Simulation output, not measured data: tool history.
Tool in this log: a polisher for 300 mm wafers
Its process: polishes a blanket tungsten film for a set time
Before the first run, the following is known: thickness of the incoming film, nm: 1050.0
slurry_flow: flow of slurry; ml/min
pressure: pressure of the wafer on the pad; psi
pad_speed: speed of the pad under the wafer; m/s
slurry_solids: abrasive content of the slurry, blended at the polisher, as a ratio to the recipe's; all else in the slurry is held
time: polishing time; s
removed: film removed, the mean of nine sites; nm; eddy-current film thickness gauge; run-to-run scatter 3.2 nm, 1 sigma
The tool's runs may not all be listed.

run  hour  slurry_flow  pressure  pad_speed  slurry_solids  time  removed
  1     0          265       4.7        1.2              1    37   261.81
  2   1.5          300       4.7        1.2              1    37   262.48
  3   6.2          300       4.7       1.04              1    37   227.95
  4  12.3          300       4.7       1.04            1.1    37   233.46
  5  17.5          355       4.7       1.04            1.1    37   235.16
  6  25.6          355         4       1.04            1.1    37   202.86
  7  34.1          355       4.4       1.04            1.1    37   219.39
  8  37.2          355       4.8       1.04            1.1    37   240.41
  9  38.2          355       5.1       1.04            1.1    37   257.78
 10  43.8          355       5.4       1.04            1.1    37   268.99
 11  52.4          355       5.7       1.04            1.1    37   282.84
 12  56.8          355       5.9       1.04            1.1    37   296.67

Run 13 is up next; what results do you expect?
 13  60.8          355       5.9       1.04            1.1    37        ?

Run 13 came out at removed 292.98 nm.
